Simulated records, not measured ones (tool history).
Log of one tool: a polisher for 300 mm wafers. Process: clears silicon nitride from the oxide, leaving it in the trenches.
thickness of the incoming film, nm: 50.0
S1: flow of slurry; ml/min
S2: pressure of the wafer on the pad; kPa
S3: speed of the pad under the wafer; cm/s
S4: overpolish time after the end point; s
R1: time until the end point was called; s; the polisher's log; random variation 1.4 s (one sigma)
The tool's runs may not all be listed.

| run | hour | S1 | S2 | S3 | S4 | R1 |
|---|---|---|---|---|---|---|
| 1 | 0.0 | 280 | 12.4 | 78 | 7 | 105.54 |
| 2 | 7.9 | 280 | 11.7 | 78 | 7 | 109.86 |
| 3 | 10.7 | 280 | 11.7 | 78 | 6 | 110.78 |
| 4 | 18.2 | 280 | 11.7 | 78 | 7 | 112.66 |
| 5 | 23.3 | 280 | 11.7 | 78 | 7 | 110.64 |
| 6 | 31.2 | 280 | 9.0 | 78 | 7 | 133.78 |
| 7 | 35.1 | 280 | 9.0 | 78 | 7 | 134.69 |

The next listed run, before its measurement:
| 8 | 43.8 | 280 | 8.3 | 78 | 7 | ? |

Run 8 gave R1 144.45 s.
